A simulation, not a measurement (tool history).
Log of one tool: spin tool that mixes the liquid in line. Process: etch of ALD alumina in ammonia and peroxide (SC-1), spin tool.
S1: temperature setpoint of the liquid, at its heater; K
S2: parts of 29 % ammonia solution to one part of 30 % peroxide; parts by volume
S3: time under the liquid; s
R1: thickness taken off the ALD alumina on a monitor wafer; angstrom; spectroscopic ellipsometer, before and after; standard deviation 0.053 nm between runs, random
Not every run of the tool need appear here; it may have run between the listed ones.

run    day      S1    S2  S3      R1
  1  0.000  334.15  0.70  55  69.415
  2  0.333  335.15  0.70  55  73.006
  3  0.662  335.15  0.45  55  69.972
  4  0.717  336.15  0.45  55  73.980
  5  0.775  336.15  0.45  60  81.690
  6  1.021  336.65  0.45  60  82.456
  7  1.171  337.15  0.45  60  85.556

What does the tool deliver on the next run?
     1.283  -- heated supply line repaired
  8  1.283  337.65  0.45  60   ?

{"run 8": {"R1": 96.835}}

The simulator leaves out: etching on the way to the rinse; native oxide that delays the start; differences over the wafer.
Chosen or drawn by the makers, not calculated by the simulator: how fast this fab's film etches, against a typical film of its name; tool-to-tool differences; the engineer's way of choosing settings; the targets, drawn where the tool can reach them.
